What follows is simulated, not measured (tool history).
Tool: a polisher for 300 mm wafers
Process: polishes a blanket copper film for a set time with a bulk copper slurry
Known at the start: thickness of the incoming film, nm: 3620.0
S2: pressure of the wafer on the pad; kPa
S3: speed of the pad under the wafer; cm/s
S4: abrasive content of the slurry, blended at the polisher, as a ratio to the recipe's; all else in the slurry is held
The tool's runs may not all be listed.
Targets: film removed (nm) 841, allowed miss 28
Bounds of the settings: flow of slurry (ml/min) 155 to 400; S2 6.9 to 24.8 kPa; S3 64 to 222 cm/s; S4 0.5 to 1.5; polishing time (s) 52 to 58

Run 1, day 0: flow of slurry (ml/min) 255, S2 15.9 kPa, S3 142 cm/s, S4 1, polishing time (s) 58. Result: film removed (nm) 672.64.
Run 2, day 0.062: flow of slurry (ml/min) 255, S2 15.9 kPa, S3 114 cm/s, S4 1, polishing time (s) 58. Result: film removed (nm) 586.43.
Run 3, day 0.2: flow of slurry (ml/min) 205, S2 15.9 kPa, S3 114 cm/s, S4 1, polishing time (s) 58. Result: film removed (nm) 559.7.
Run 4, day 0.496: flow of slurry (ml/min) 205, S2 15.9 kPa, S3 114 cm/s, S4 1.2, polishing time (s) 58. Result: film removed (nm) 588.15.
Run 5, day 0.608: flow of slurry (ml/min) 250, S2 15.9 kPa, S3 114 cm/s, S4 1.2, polishing time (s) 58. Result: film removed (nm) 592.37.
Run 6, day 0.683: flow of slurry (ml/min) 250, S2 16.5 kPa, S3 114 cm/s, S4 1.2, polishing time (s) 58. Result: film removed (nm) 621.44.
Run 7, day 0.708: flow of slurry (ml/min) 255, S2 20.7 kPa, S3 116 cm/s, S4 1.2, polishing time (s) 58. Result: film removed (nm) 728.71.
At day 0.954: slurry blender recalibrated.
Run 8, day 0.954: flow of slurry (ml/min) 255, S2 20.7 kPa, S3 116 cm/s, S4 1.2, polishing time (s) 58. Result: film removed (nm) 763.27.
Run 9, day 1.158: flow of slurry (ml/min) 255, S2 22.1 kPa, S3 116 cm/s, S4 1.2, polishing time (s) 58. Result: film removed (nm) 797.92.

5 next moves are on the table. One of them brings every result within its allowed miss. Which?
Run A, day 1.362: flow of slurry (ml/min) 185, S2 20.7 kPa, S3 136 cm/s, S4 0.95, polishing time (s) 57. Result: film removed (nm) ?.
Run B, day 1.362: flow of slurry (ml/min) 270, S2 22.1 kPa, S3 110 cm/s, S4 1.1, polishing time (s) 57. Result: film removed (nm) ?.
Run C, day 1.362: flow of slurry (ml/min) 240, S2 21.4 kPa, S3 114 cm/s, S4 1.15, polishing time (s) 58. Result: film removed (nm) ?.
Run D, day 1.362: flow of slurry (ml/min) 285, S2 22.8 kPa, S3 136 cm/s, S4 1.35, polishing time (s) 52. Result: film removed (nm) ?.
Run E, day 1.362: flow of slurry (ml/min) 230, S2 21.4 kPa, S3 128 cm/s, S4 1.3, polishing time (s) 53. Result: film removed (nm) ?.

move  film removed (nm)
   A             789.44
   B             769.87
   C             779.99
   D             862.56
   E             783.18
A: further off than the last run
B: further off than the last run
C: further off than the last run
D: meets every target
E: further off than the last run
Move D is the one to make.

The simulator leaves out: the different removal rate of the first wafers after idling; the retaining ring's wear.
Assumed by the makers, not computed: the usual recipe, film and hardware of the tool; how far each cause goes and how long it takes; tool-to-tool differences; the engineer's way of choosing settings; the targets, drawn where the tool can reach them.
